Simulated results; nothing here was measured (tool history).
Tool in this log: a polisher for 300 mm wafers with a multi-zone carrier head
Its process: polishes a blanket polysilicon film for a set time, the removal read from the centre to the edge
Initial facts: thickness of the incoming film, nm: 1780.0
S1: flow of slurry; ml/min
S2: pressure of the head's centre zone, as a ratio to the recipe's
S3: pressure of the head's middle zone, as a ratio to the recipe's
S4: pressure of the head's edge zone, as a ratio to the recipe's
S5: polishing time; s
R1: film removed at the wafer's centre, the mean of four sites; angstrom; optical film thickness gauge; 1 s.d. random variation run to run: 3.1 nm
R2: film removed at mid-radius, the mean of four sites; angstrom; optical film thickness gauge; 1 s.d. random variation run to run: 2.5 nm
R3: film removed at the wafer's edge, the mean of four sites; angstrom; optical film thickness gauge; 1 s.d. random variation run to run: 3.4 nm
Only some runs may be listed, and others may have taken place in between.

Run 1, hour 0.0: S1 210 ml/min, S2 1.00, S3 1.00, S4 1.00, S5 59 s. Result: R1 4174.9 angstrom, R2 4068.1 angstrom, R3 4145.4 angstrom.
Run 2, hour 3.2: S1 200 ml/min, S2 0.97, S3 0.99, S4 0.99, S5 56 s. Result: R1 3812.2 angstrom, R2 3803.8 angstrom, R3 3851.3 angstrom.
Run 3, hour 7.3: S1 190 ml/min, S2 0.94, S3 0.98, S4 0.99, S5 54 s. Result: R1 3462.3 angstrom, R2 3557.5 angstrom, R3 3704.8 angstrom.
Run 4, hour 11.6: S1 190 ml/min, S2 0.94, S3 0.95, S4 0.99, S5 54 s. Result: R1 3423.4 angstrom, R2 3533.1 angstrom, R3 3669.7 angstrom.
Run 5, hour 17.6: S1 215 ml/min, S2 0.94, S3 0.95, S4 0.99, S5 54 s. Result: R1 3483.6 angstrom, R2 3606.5 angstrom, R3 3742.6 angstrom.
Run 6, hour 21.5: S1 185 ml/min, S2 0.94, S3 0.95, S4 0.99, S5 54 s. Result: R1 3453.1 angstrom, R2 3509.4 angstrom, R3 3622.3 angstrom.
Run 7, hour 29.9: S1 195 ml/min, S2 0.84, S3 0.93, S4 0.97, S5 43 s. Result: R1 2471.3 angstrom, R2 2790.0 angstrom, R3 2876.1 angstrom.

Run 8 has not been measured yet. What should we expect?
Run 8, hour 36.4: S1 205 ml/min, S2 0.84, S3 0.94, S4 0.98, S5 43 s. Result: R1 ?, R2 ?, R3 ?.

Run 8 yielded R1 2452.8 angstrom, R2 2816.6 angstrom, R3 2869.1 angstrom.
